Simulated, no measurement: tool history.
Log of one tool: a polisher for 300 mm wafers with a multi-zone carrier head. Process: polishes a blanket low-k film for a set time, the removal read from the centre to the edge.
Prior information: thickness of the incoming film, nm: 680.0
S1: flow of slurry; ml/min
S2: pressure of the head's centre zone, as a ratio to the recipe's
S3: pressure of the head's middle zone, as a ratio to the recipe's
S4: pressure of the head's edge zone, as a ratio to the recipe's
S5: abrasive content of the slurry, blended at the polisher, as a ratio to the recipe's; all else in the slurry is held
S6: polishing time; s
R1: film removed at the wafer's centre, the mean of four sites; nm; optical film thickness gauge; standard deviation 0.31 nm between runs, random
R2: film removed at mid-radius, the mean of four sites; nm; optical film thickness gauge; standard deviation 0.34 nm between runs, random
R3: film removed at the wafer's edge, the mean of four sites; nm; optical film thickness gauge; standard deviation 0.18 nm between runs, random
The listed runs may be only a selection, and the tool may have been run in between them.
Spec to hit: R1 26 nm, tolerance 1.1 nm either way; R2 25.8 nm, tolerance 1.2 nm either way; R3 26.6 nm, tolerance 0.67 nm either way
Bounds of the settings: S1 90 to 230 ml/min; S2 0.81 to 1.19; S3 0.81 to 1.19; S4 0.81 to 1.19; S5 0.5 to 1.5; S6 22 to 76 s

run 1 hour=0 | S1=150 S2=1 S3=1 S4=1 S5=1 S6=49 | R1=38.069 R2=36.256 R3=36.821
run 2 hour=2.2 | S1=135 S2=1 S3=1 S4=1 S5=1 S6=49 | R1=37.514 R2=36.2 R3=36.088
run 3 hour=10.3 | S1=135 S2=1 S3=1.05 S4=1 S5=1 S6=49 | R1=36.697 R2=37.188 R3=36.704
run 4 hour=17.8 | S1=100 S2=1 S3=1.05 S4=1 S5=1 S6=49 | R1=35.227 R2=35.136 R3=35.558
run 5 hour=21.4 | S1=100 S2=0.94 S3=1.05 S4=1 S5=1 S6=49 | R1=32.679 R2=34.949 R3=35.023
run 6 hour=23.3 | S1=100 S2=0.92 S3=1 S4=0.96 S5=0.9 S6=49 | R1=30.336 R2=32.096 R3=32.592
run 7 hour=31.8 | S1=100 S2=0.92 S3=0.97 S4=0.93 S5=0.8 S6=49 | R1=27.981 R2=30.188 R3=29.984
run 8 hour=38.9 | S1=100 S2=0.93 S3=0.93 S4=0.91 S5=0.75 S6=49 | R1=27.479 R2=28.045 R3=28.576
run 9 hour=45.3 | S1=100 S2=0.93 S3=0.91 S4=0.89 S5=0.75 S6=49 | R1=27.643 R2=27.071 R3=28.482
run 10 hour=51.4 | S1=100 S2=0.93 S3=0.91 S4=0.87 S5=0.75 S6=49 | R1=26.46 R2=27.856 R3=27.668
run 11 hour=53.7 | S1=100 S2=0.94 S3=0.89 S4=0.86 S5=0.75 S6=49 | R1=27.88 R2=27.349 R3=27.697
run 12 hour=60.1 | S1=100 S2=0.93 S3=0.88 S4=0.85 S5=0.75 S6=49 | R1=27.466 R2=27.083 R3=27.713

Below are 5 possible settings for the next run. Only one of them brings all results inside the allowed miss of their targets. Which is it?
run A hour=66.5 | S1=120 S2=0.96 S3=0.85 S4=0.81 S5=0.95 S6=43 | R1=? R2=? R3=?
run B hour=66.5 | S1=100 S2=0.96 S3=0.95 S4=0.81 S5=0.75 S6=46 | R1=? R2=? R3=?
run C hour=66.5 | S1=90 S2=0.83 S3=0.86 S4=0.92 S5=0.65 S6=56 | R1=? R2=? R3=?
run D hour=66.5 | S1=100 S2=0.93 S3=0.9 S4=1.01 S5=0.6 S6=54 | R1=? R2=? R3=?
run E hour=66.5 | S1=115 S2=0.94 S3=0.91 S4=0.92 S5=0.55 S6=56 | R1=? R2=? R3=?

move=A R1=29.989 R2=27.051 R3=28.216
move=B R1=26.871 R2=25.911 R3=25.645
move=C R1=25.025 R2=26.538 R3=29.625
move=D R1=26.191 R2=25.292 R3=28.587
move=E R1=26.483 R2=25.361 R3=27.023
A: misses by more than the last run did
B: moves the result that the last run missed by most past its target, out the other side
C: misses by more than the last run did
D: misses by more than the last run did
E: hits every target within its allowed miss
The move that meets every target is E.
